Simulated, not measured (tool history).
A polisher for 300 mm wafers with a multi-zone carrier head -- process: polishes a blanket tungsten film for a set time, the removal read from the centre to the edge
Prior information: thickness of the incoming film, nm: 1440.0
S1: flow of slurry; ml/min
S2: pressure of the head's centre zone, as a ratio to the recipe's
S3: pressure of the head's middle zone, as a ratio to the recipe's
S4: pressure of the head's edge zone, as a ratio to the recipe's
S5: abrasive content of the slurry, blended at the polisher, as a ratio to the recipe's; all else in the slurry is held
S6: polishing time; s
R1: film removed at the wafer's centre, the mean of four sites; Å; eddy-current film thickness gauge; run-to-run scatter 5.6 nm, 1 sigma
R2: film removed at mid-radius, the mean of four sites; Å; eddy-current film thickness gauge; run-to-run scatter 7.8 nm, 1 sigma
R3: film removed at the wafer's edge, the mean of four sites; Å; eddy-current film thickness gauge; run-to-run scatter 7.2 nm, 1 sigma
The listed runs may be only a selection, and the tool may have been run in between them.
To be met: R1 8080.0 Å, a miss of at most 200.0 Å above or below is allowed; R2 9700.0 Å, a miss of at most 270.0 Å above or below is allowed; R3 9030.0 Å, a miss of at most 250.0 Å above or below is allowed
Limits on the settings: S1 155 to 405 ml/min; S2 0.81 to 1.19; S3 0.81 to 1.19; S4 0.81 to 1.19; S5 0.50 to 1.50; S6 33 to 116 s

run,day,S1,S2,S3,S4,S5,S6,R1,R2,R3
1,0.000,260,1.00,1.00,1.00,1.00,74,5924.9,5846.8,6169.5
2,0.346,275,0.99,1.05,1.03,1.15,78,6440.6,6691.2,6735.3
3,0.679,275,0.99,1.09,1.03,1.15,78,6496.0,6792.9,6706.0
4,0.929,275,1.02,1.09,1.03,1.15,78,6636.5,6845.8,6805.1
5,1.038,275,1.02,1.18,1.03,1.15,78,6727.3,7349.0,6756.9
6,1.092,285,0.99,1.18,1.05,1.25,82,7073.7,8001.2,7386.1
7,1.196,300,0.98,1.18,1.07,1.30,84,7370.6,8320.2,7824.1
8,1.250,300,0.98,1.18,1.07,1.30,84,7240.1,8306.3,7860.1

4 candidate next runs follow, results not yet known. Just one meets every target within its allowed miss. Identify it.
A,1.304,320,0.98,1.06,1.15,1.30,101,?,?,?
B,1.304,295,1.02,1.19,1.12,1.45,88,?,?,?
C,1.304,250,0.97,1.14,1.16,1.50,99,?,?,?
D,1.304,335,0.95,1.19,1.12,1.40,94,?,?,?

move,R1,R2,R3
A,8732.1,9029.8,9647.6
B,8075.4,8812.3,8484.5
C,8578.7,9504.4,9680.4
D,8098.7,9436.0,9056.8
A: gains on the last run, yet a result remains outside its allowed miss
B: gains on the last run, yet a result remains outside its allowed miss
C: corrects the largest miss of the last run, while another result sits out of spec
D: each result inside its tolerance
Move D is the one to make.

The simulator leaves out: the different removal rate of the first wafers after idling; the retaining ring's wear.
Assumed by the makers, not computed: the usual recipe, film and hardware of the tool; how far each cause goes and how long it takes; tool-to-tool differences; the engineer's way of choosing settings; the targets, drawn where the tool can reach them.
